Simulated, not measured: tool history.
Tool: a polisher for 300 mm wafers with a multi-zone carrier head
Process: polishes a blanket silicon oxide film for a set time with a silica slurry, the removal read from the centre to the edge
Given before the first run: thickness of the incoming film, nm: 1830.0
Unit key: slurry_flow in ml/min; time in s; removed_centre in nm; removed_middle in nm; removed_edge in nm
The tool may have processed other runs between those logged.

run 1 hour=0 | slurry_flow=215 centre_zone=1 middle_zone=1 edge_zone=1 slurry_solids=1 time=81 | removed_centre=254.06 removed_middle=251.76 removed_edge=247.59
run 2 hour=6.7 | slurry_flow=210 centre_zone=0.96 middle_zone=0.99 edge_zone=0.97 slurry_solids=0.95 time=81 | removed_centre=234.41 removed_middle=245.27 removed_edge=240.2
run 3 hour=7.9 | slurry_flow=210 centre_zone=0.96 middle_zone=0.99 edge_zone=0.97 slurry_solids=1.1 time=81 | removed_centre=252.16 removed_middle=259.08 removed_edge=261.05
run 4 hour=10.6 | slurry_flow=210 centre_zone=0.96 middle_zone=0.99 edge_zone=0.97 slurry_solids=1.2 time=81 | removed_centre=265.53 removed_middle=278.66 removed_edge=276.45
run 5 hour=16.8 | slurry_flow=210 centre_zone=0.96 middle_zone=1.04 edge_zone=0.97 slurry_solids=1.2 time=81 | removed_centre=263.36 removed_middle=280.47 removed_edge=267.43
run 6 hour=20.3 | slurry_flow=205 centre_zone=0.94 middle_zone=1.03 edge_zone=0.97 slurry_solids=1.1 time=81 | removed_centre=249.68 removed_middle=274.42 removed_edge=260.07

Run 7 comes next. What will it give?
run 7 hour=21.4 | slurry_flow=205 centre_zone=0.93 middle_zone=1.01 edge_zone=0.96 slurry_solids=1 time=81 | removed_centre=? removed_middle=? removed_edge=?

For run 7 the tool returned removed_centre 230.43 nm, removed_middle 251.31 nm, removed_edge 243.76 nm.

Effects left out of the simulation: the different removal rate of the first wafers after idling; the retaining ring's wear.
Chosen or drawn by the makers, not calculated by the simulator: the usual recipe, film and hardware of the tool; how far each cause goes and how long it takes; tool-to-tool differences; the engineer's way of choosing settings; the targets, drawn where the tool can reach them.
